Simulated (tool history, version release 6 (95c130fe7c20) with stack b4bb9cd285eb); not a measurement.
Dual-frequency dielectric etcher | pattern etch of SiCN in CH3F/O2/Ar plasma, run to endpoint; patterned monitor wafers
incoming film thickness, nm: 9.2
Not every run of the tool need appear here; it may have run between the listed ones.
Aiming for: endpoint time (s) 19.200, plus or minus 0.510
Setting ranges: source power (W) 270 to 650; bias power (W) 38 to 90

| run | hour | source power (W) | bias power (W) | endpoint time (s) |
|---|---|---|---|---|
| 1 | 0.0 | 460 | 64 | 22.610 |
| 2 | 5.6 | 460 | 72 | 21.615 |
| 3 | 8.7 | 460 | 81 | 20.632 |
| 4 | 17.5 | 430 | 81 | 21.194 |
| 5 | 19.0 | 450 | 82 | 21.128 |
| 6 | 23.7 | 450 | 71 | 22.183 |
| 7 | 24.6 | 480 | 72 | 21.222 |
| 8 | 25.4 | 500 | 73 | 20.932 |
| 9 | 29.0 | 520 | 74 | 20.442 |
| 10 | 33.6 | 530 | 75 | 20.246 |
| 11 | 38.8 | 540 | 76 | 19.894 |

5 candidate next runs follow, results not yet known. Just one meets every target within its allowed miss. Identify it.
| A | 44.0 | 590 | 90 | ? |
| B | 44.0 | 580 | 81 | ? |
| C | 44.0 | 540 | 71 | ? |
| D | 44.0 | 480 | 80 | ? |
| E | 44.0 | 550 | 70 | ? |

| move | endpoint time (s) |
|---|---|
| A | 18.084 |
| B | 18.911 |
| C | 20.381 |
| D | 20.467 |
| E | 20.333 |
A: the result that was furthest off in the last run now lies on the other side of its target
B: hits every target within its allowed miss
C: further off than the last run
D: further off than the last run
E: further off than the last run
The right move is B.
